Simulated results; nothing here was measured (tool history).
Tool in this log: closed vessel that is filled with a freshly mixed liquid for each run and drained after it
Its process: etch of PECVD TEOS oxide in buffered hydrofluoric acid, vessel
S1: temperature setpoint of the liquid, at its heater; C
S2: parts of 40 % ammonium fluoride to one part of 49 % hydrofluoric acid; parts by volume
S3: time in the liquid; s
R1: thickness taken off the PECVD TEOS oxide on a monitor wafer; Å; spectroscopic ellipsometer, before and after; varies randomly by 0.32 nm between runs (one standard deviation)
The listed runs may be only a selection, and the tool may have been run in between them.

| run | hour | S1 | S2 | S3 | R1 |
|---|---|---|---|---|---|
| 1 | 0.0 | 21.0 | 21.5 | 85 | 825.23 |
| 2 | 1.4 | 17.5 | 21.5 | 85 | 679.28 |
| 3 | 7.2 | 19.5 | 21.5 | 85 | 758.17 |
| 4 | 9.7 | 21.0 | 21.5 | 85 | 827.26 |
| 5 | 12.1 | 21.0 | 21.5 | 85 | 823.89 |
| 6 | 14.8 | 22.0 | 21.5 | 85 | 870.28 |
| 7 | 16.4 | 22.5 | 21.5 | 85 | 890.44 |
| 8 | 20.7 | 23.0 | 21.5 | 85 | 926.06 |

Run 9 comes next. What will it give?
| 9 | 26.8 | 23.5 | 21.5 | 85 | ? |

R1: 945.27 Å
